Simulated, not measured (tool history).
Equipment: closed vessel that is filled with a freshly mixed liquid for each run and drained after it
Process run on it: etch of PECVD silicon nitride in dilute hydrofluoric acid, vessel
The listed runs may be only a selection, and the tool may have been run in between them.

run  hour  temperature setpoint of the liquid (K)  parts of water to one part of 49 % hydrofluoric acid (parts by volume)  time in the liquid (s)  thickness taken off the PECVD silicon nitride on a monitor wafer (Å)
  1     0                                  296.15                                                                     170                     125                                                                36.415
  2   6.7                                  296.15                                                                     170                      55                                                                16.093
  3  11.6                                  296.15                                                                     170                     125                                                                36.288
  4  14.6                                  297.15                                                                     170                     125                                                                38.194
  5  20.7                                  297.15                                                                     200                     125                                                                33.092
  6  22.9                                  297.65                                                                     200                     125                                                                34.204
  7  26.3                                  301.65                                                                     195                     125                                                                44.806

What will run 8 give?
  8  29.4                                  302.15                                                                     195                     125                                                                     ?

Run 8 gave thickness taken off the PECVD silicon nitride on a monitor wafer (Å) 45.769.
